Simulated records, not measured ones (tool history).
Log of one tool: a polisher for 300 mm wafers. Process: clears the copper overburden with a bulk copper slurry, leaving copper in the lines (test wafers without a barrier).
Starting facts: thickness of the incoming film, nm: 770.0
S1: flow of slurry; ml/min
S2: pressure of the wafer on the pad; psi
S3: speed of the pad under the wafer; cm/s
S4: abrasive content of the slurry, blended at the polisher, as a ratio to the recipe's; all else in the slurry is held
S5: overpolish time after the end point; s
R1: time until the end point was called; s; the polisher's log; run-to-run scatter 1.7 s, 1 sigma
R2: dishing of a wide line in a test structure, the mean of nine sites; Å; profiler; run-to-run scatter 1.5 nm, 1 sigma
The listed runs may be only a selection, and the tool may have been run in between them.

run,day,S1,S2,S3,S4,S5,R1,R2
1,0,170,2.1,94,1,29,110.95,926.55
2,0.112,170,1.8,94,1,29,120.35,838.98
3,0.221,170,1.8,72,1,29,147.39,730.29
4,0.429,170,1.8,72,1,22,149.18,640.54
5,0.6,170,1.8,72,1,12,146.94,409.49
6,0.646,205,1.8,72,1,12,144.52,419.6

Run 7, settings as shown, results not yet in. Your forecast:
7,0.8,200,1.9,70,1,18,?,?

Run 7 measured R1 145.75 s, R2 580.44 Å.
